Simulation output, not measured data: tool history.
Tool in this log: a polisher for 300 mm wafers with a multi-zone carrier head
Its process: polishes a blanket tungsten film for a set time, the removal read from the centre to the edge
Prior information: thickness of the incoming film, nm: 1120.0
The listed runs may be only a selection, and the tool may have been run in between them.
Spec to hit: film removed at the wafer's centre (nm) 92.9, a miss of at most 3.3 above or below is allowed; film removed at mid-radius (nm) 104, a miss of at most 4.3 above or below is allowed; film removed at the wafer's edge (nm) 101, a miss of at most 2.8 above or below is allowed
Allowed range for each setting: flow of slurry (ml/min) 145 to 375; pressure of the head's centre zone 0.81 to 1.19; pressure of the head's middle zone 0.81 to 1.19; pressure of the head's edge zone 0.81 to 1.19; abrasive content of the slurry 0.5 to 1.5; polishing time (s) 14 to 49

run	hour	flow of slurry (ml/min)	pressure of the head's centre zone	pressure of the head's middle zone	pressure of the head's edge zone	abrasive content of the slurry	polishing time (s)	film removed at the wafer's centre (nm)	film removed at mid-radius (nm)	film removed at the wafer's edge (nm)
1	0	240	1	1	1	1	31	142.62	147.06	143.84
2	2.1	240	1	1	1	1.15	31	147.5	150.5	148.53
3	8.5	230	0.97	0.98	0.97	0.95	29	128.24	134.59	131.69
4	11.1	260	0.97	0.98	0.97	0.95	29	131.06	134.73	132.77
5	15.9	260	0.97	0.98	0.97	0.95	32	145.57	151.99	146.02
6	18.4	260	0.89	0.98	0.97	0.95	32	133.07	150.31	146.54
7	20.3	220	0.84	0.91	0.87	0.7	25	89.444	100.01	98.171
8	21.5	230	0.84	0.92	0.87	0.7	25	88.643	98.877	97.605

Which one of the following 5 next-run settings gets every result inside its allowed miss? There is exactly one.
A	22.7	280	0.87	1.1	0.81	0.6	25	?	?	?
B	22.7	330	0.84	0.91	0.83	0.85	24	?	?	?
C	22.7	195	0.88	1.06	0.83	0.6	24	?	?	?
D	22.7	260	0.98	0.97	0.81	0.6	24	?	?	?
E	22.7	200	0.91	0.93	0.88	0.7	23	?	?	?

move	film removed at the wafer's centre (nm)	film removed at mid-radius (nm)	film removed at the wafer's edge (nm)
A	89.828	112.08	92.986
B	94.361	104.32	101.62
C	83.524	100.53	87.624
D	95.192	96.474	88.94
E	86.788	91.297	90.511
A: gets the furthest-off result to its target, but another result is out of tolerance
B: all results in spec
C: the biggest miss grows against the last run
D: gets the furthest-off result to its target, but another result is out of tolerance
E: the biggest miss grows against the last run
Correct choice: B, which meets every target
